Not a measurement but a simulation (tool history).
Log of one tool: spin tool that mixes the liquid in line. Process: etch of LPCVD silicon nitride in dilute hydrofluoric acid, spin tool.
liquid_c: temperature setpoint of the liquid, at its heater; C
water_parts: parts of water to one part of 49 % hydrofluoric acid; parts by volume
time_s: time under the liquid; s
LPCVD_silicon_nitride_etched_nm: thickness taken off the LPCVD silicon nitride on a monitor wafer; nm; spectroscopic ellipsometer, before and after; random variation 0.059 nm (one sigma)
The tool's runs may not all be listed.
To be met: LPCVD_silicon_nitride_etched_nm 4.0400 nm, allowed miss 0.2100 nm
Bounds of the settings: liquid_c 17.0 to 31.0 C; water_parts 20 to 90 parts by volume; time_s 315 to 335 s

| run | hour | liquid_c | water_parts | time_s | LPCVD_silicon_nitride_etched_nm |
|---|---|---|---|---|---|
| 1 | 0.0 | 23.0 | 50 | 315 | 3.0403 |
| 2 | 7.9 | 24.0 | 50 | 315 | 3.1906 |
| 3 | 15.4 | 21.5 | 50 | 315 | 2.6981 |
| 4 | 19.3 | 21.5 | 60 | 315 | 2.2630 |
| 5 | 21.4 | 23.0 | 60 | 315 | 2.5115 |
| 6 | 29.0 | 24.5 | 60 | 315 | 2.7822 |
| 7 | 35.4 | 26.0 | 60 | 315 | 3.0805 |
| 8 | 44.3 | 27.0 | 60 | 315 | 3.2605 |
| 9 | 51.0 | 28.0 | 60 | 315 | 3.4710 |
| 10 | 59.8 | 28.5 | 60 | 315 | 3.5922 |
| 11 | 66.7 | 29.0 | 60 | 315 | 3.8633 |

Which of these 5 next moves meets every target?
| A | 73.6 | 29.0 | 65 | 320 | ? |
| B | 73.6 | 22.5 | 45 | 335 | ? |
| C | 73.6 | 27.5 | 60 | 315 | ? |
| D | 73.6 | 29.0 | 60 | 330 | ? |
| E | 73.6 | 28.5 | 60 | 315 | ? |

| move | LPCVD_silicon_nitride_etched_nm |
|---|---|
| A | 3.4336 |
| B | 3.3513 |
| C | 3.3196 |
| D | 3.8337 |
| E | 3.5429 |
A: further off than the last run
B: further off than the last run
C: further off than the last run
D: meets every target
E: further off than the last run
The right move is D.
